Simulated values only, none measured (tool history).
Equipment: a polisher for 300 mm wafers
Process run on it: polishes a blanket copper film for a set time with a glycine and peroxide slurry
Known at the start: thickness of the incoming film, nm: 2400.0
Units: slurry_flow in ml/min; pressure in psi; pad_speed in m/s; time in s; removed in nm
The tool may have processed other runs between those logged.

| run | hour | slurry_flow | pressure | pad_speed | time | removed |
|---|---|---|---|---|---|---|
| 1 | 0 | 265 | 2 | 0.9 | 105 | 418.15 |
| 2 | 4 | 265 | 2 | 0.72 | 105 | 353.57 |
| 3 | 8.7 | 265 | 2.4 | 0.72 | 105 | 397.66 |
| 4 | 11.9 | 200 | 2.4 | 0.72 | 105 | 381.52 |
| 5 | 15.2 | 225 | 2.6 | 0.74 | 105 | 418.56 |
| 6 | 18.3 | 245 | 2.8 | 0.76 | 105 | 457.55 |
| 7 | 20.9 | 260 | 2.9 | 0.78 | 105 | 476.24 |
| 8 | 29.1 | 265 | 3 | 0.8 | 105 | 500.67 |

Run 9 has not been measured yet. What should we expect?
| 9 | 34.7 | 270 | 3 | 0.82 | 105 | ? |

removed: 510.36 nm
